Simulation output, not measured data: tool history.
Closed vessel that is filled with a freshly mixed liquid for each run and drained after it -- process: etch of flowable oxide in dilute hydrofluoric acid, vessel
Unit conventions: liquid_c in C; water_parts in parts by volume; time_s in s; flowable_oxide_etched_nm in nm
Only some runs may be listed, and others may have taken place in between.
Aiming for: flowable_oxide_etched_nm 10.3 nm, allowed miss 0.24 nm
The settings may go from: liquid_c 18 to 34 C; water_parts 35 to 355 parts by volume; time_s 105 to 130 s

{"run": 1, "day": 0.0, "liquid_c": 26, "water_parts": 195, "time_s": 130, "flowable_oxide_etched_nm": 19.006}
{"run": 2, "day": 0.321, "liquid_c": 26, "water_parts": 160, "time_s": 130, "flowable_oxide_etched_nm": 24.552}
{"run": 3, "day": 0.354, "liquid_c": 23.5, "water_parts": 185, "time_s": 130, "flowable_oxide_etched_nm": 18.836}
{"run": 4, "day": 0.658, "liquid_c": 23.5, "water_parts": 250, "time_s": 130, "flowable_oxide_etched_nm": 12.864}
{"run": 5, "day": 0.917, "liquid_c": 22, "water_parts": 255, "time_s": 130, "flowable_oxide_etched_nm": 11.837}
{"run": 6, "day": 1.071, "liquid_c": 21, "water_parts": 255, "time_s": 130, "flowable_oxide_etched_nm": 11.603}
{"run": 7, "day": 1.438, "liquid_c": 20, "water_parts": 255, "time_s": 130, "flowable_oxide_etched_nm": 10.935}
{"run": 8, "day": 1.696, "liquid_c": 19.5, "water_parts": 255, "time_s": 130, "flowable_oxide_etched_nm": 10.935}
{"run": 9, "day": 1.8, "liquid_c": 19, "water_parts": 255, "time_s": 130, "flowable_oxide_etched_nm": 10.659}
{"run": 10, "day": 2.012, "liquid_c": 19, "water_parts": 255, "time_s": 130, "flowable_oxide_etched_nm": 10.763}

Exactly one of the 5 candidate moves below puts every result within its allowed miss. Which one?
{"run": "A", "day": 2.225, "liquid_c": 23, "water_parts": 235, "time_s": 105, "flowable_oxide_etched_nm": "?"}
{"run": "B", "day": 2.225, "liquid_c": 19.5, "water_parts": 240, "time_s": 125, "flowable_oxide_etched_nm": "?"}
{"run": "C", "day": 2.225, "liquid_c": 21.5, "water_parts": 240, "time_s": 105, "flowable_oxide_etched_nm": "?"}
{"run": "D", "day": 2.225, "liquid_c": 21, "water_parts": 220, "time_s": 105, "flowable_oxide_etched_nm": "?"}
{"run": "E", "day": 2.225, "liquid_c": 18.5, "water_parts": 240, "time_s": 130, "flowable_oxide_etched_nm": "?"}

move=A flowable_oxide_etched_nm=11.075
move=B flowable_oxide_etched_nm=11.276
move=C flowable_oxide_etched_nm=10.21
move=D flowable_oxide_etched_nm=11.148
move=E flowable_oxide_etched_nm=11.288
A: its largest miss is bigger than the last run's
B: its largest miss is bigger than the last run's
C: every result within its allowed miss
D: its largest miss is bigger than the last run's
E: its largest miss is bigger than the last run's
Move C is the one to make.
